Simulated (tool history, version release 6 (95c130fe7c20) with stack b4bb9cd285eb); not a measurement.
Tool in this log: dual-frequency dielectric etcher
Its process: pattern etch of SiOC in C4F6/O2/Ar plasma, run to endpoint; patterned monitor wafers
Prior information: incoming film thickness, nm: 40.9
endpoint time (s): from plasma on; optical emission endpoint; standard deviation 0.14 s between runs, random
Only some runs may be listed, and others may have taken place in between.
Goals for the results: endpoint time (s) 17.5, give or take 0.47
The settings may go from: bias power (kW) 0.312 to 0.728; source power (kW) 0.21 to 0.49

| run | day | bias power (kW) | source power (kW) | endpoint time (s) |
|---|---|---|---|---|
| 1 | 0 | 0.52 | 0.35 | 15.404 |
| 2 | 0.121 | 0.481 | 0.34 | 16.029 |
| 3 | 0.492 | 0.481 | 0.38 | 15.484 |
| 4 | 0.792 | 0.481 | 0.33 | 16.184 |
| 5 | 0.925 | 0.447 | 0.33 | 16.843 |
| 6 | 1.2 | 0.447 | 0.36 | 16.246 |
|  | 1.396 | source power generator calibrated |
| 7 | 1.396 | 0.426 | 0.36 | 16.749 |
| 8 | 1.562 | 0.415 | 0.36 | 16.89 |
| 9 | 1.904 | 0.406 | 0.36 | 16.777 |

Of the 5 settings listed for the next run, only one would bring every result within its allowed miss of target. Which one?
| A | 2.246 | 0.435 | 0.34 | ? |
| B | 2.246 | 0.432 | 0.36 | ? |
| C | 2.246 | 0.414 | 0.4 | ? |
| D | 2.246 | 0.478 | 0.39 | ? |
| E | 2.246 | 0.499 | 0.23 | ? |

| move | endpoint time (s) |
|---|---|
| A | 16.563 |
| B | 16.328 |
| C | 16.125 |
| D | 15.18 |
| E | 17.38 |
A: the biggest miss grows against the last run
B: the biggest miss grows against the last run
C: the biggest miss grows against the last run
D: the biggest miss grows against the last run
E: in spec on every target
So the answer is move E, the one that meets all the targets.
